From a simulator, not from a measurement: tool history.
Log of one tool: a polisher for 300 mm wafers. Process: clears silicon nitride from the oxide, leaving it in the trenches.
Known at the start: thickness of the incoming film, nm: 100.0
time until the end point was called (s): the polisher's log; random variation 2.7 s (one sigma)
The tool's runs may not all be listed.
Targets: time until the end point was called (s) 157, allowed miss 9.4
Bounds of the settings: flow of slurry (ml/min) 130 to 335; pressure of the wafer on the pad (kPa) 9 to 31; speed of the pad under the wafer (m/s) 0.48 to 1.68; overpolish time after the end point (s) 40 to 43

run  hour  flow of slurry (ml/min)  pressure of the wafer on the pad (kPa)  speed of the pad under the wafer (m/s)  overpolish time after the end point (s)  time until the end point was called (s)
  1     0                      215                                      20                                    1.08                                       40                                    119.3
  2     8                      215                                    18.6                                    1.06                                       40                                   128.55
  3  16.4                      215                                    17.2                                    1.04                                       40                                   145.44
  4  23.7                      215                                    17.2                                    1.22                                       40                                   121.78
  5  30.5                      265                                    17.2                                    1.22                                       40                                   117.98
  6  34.4                      265                                    17.2                                    1.22                                       40                                    116.5
  7  41.5                      265                                    15.9                                     1.2                                       40                                   131.44
  8  42.9                      265                                    12.4                                    1.18                                       40                                   170.67

Which of these 5 next moves meets every target?
  A  44.3                      275                                      11                                    1.14                                       42                                        ?
  B  44.3                      250                                    13.1                                    1.22                                       43                                        ?
  C  44.3                      230                                     9.7                                    1.28                                       40                                        ?
  D  44.3                      235                                    10.3                                    1.38                                       41                                        ?
  E  44.3                      270                                      11                                    1.12                                       40                                        ?

move  time until the end point was called (s)
   A                                   193.88
   B                                    155.4
   C                                   199.55
   D                                   173.43
   E                                   197.55
A: further off than the last run
B: meets every target
C: further off than the last run
D: further off than the last run
E: further off than the last run
Answer: B
